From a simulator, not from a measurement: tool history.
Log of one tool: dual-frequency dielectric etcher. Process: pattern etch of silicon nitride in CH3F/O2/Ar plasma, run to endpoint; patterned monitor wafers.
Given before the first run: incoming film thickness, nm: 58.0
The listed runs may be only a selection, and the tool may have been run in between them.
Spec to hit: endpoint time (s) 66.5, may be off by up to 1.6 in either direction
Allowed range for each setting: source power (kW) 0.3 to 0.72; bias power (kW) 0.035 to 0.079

| run | hour | source power (kW) | bias power (kW) | endpoint time (s) |
|---|---|---|---|---|
| 1 | 0 | 0.51 | 0.057 | 81.021 |
| 2 | 3.2 | 0.57 | 0.057 | 77.694 |
| 3 | 8.1 | 0.5 | 0.057 | 82.202 |
| 4 | 12.2 | 0.5 | 0.047 | 85.484 |
| 5 | 14.4 | 0.57 | 0.053 | 78.858 |
| 6 | 23 | 0.62 | 0.057 | 74.306 |
| 7 | 31.4 | 0.65 | 0.059 | 72.723 |
| 8 | 38.8 | 0.67 | 0.062 | 69.577 |
| 9 | 42.5 | 0.67 | 0.062 | 69.998 |
| 10 | 49.8 | 0.68 | 0.063 | 69.856 |

Pick the move, out of 5, that brings all results within their allowed miss; only one does.
| A | 57.1 | 0.67 | 0.074 | ? |
| B | 57.1 | 0.62 | 0.067 | ? |
| C | 57.1 | 0.57 | 0.066 | ? |
| D | 57.1 | 0.61 | 0.07 | ? |
| E | 57.1 | 0.6 | 0.063 | ? |

| move | endpoint time (s) |
|---|---|
| A | 66.892 |
| B | 71.293 |
| C | 74.289 |
| D | 70.847 |
| E | 73.663 |
A: all results in spec
B: moves away from the targets compared with the last run
C: moves away from the targets compared with the last run
D: moves away from the targets compared with the last run
E: moves away from the targets compared with the last run
Answer: A

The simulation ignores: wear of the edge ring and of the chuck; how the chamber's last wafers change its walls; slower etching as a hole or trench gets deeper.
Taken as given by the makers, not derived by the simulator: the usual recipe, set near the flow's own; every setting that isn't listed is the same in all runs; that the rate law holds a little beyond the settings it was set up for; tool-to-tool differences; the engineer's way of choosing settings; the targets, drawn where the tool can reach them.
